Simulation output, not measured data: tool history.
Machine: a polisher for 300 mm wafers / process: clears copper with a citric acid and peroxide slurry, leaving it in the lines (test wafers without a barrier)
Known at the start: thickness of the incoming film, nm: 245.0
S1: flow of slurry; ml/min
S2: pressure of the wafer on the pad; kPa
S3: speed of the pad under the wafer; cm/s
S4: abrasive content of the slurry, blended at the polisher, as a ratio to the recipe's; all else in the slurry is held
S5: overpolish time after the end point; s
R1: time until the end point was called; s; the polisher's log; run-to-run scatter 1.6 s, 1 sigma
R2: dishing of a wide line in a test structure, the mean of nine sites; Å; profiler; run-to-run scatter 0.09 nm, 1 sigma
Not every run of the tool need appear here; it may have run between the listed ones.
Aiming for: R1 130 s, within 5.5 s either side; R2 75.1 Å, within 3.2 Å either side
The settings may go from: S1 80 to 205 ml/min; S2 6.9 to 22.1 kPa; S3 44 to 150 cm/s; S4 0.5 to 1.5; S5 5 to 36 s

run,hour,S1,S2,S3,S4,S5,R1,R2
1,0,135,14.5,96,1,18,162.66,207.69
2,5.2,160,14.5,96,1,18,153.72,213.6
3,9.2,175,13.1,100,1,14,159.52,161.37
4,10,155,13.1,100,1,14,164.78,161.36
5,11.2,155,13.1,100,1,19,164.28,215.5
6,12,170,13.8,90,1.1,15,160.56,168.59
7,16.2,180,14.5,80,1.2,12,170.18,136.35
8,23,185,13.1,86,1.3,10,166.29,112.83
9,28.2,190,11,100,1.35,9,168.32,103.59
10,32.4,195,9.7,112,1.4,8,164.14,92.234
11,40.7,200,9,122,1.45,7,162.98,85.065
12,47.3,205,7.6,150,1.5,5,145.7,65.907
13,48.9,205,8.3,150,1.5,5,139.61,70.702

Pick the move, out of 4, that brings all results within their allowed miss; only one does.
A,50.5,205,7.6,150,1.5,5,?,?
B,50.5,180,8.3,150,1.3,5,?,?
C,50.5,205,9.7,150,1.25,5,?,?
D,50.5,205,7.6,142,1.5,6,?,?

move,R1,R2
A,145.55,66.911
B,144.84,67.283
C,128.64,75.608
D,152.75,76.195
A: the biggest miss grows against the last run
B: the biggest miss grows against the last run
C: every result lands within tolerance
D: the biggest miss grows against the last run
C meets every target.
